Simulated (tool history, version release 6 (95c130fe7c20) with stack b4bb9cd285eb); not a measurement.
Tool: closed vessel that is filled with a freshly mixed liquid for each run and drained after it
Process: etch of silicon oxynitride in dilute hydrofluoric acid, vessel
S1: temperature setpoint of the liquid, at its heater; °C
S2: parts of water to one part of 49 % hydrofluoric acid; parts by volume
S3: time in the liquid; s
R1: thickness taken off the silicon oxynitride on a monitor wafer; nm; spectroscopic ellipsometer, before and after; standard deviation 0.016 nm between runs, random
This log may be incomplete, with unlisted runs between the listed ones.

Run 1, day 0: S1 22 °C, S2 100 parts by volume, S3 305 s. Result: R1 4.1551 nm.
Run 2, day 0.092: S1 19.5 °C, S2 100 parts by volume, S3 305 s. Result: R1 3.6825 nm.
Run 3, day 0.392: S1 18.5 °C, S2 105 parts by volume, S3 305 s. Result: R1 3.3383 nm.
Run 4, day 0.496: S1 18 °C, S2 110 parts by volume, S3 305 s. Result: R1 3.0986 nm.
Run 5, day 0.879: S1 17.5 °C, S2 115 parts by volume, S3 305 s. Result: R1 2.8782 nm.
Run 6, day 1.117: S1 17.5 °C, S2 90 parts by volume, S3 305 s. Result: R1 3.7184 nm.
Run 7, day 1.338: S1 17.5 °C, S2 100 parts by volume, S3 305 s. Result: R1 3.3784 nm.
Run 8, day 1.546: S1 17.5 °C, S2 110 parts by volume, S3 305 s. Result: R1 3.0052 nm.
Run 9, day 1.6: S1 17.5 °C, S2 115 parts by volume, S3 305 s. Result: R1 2.87 nm.
Run 10, day 1.942: S1 17.5 °C, S2 120 parts by volume, S3 305 s. Result: R1 2.7313 nm.

Run 11 comes next. What will it give?
Run 11, day 1.992: S1 17 °C, S2 120 parts by volume, S3 305 s. Result: R1 ?.

Logged for run 11: R1 2.679 nm.
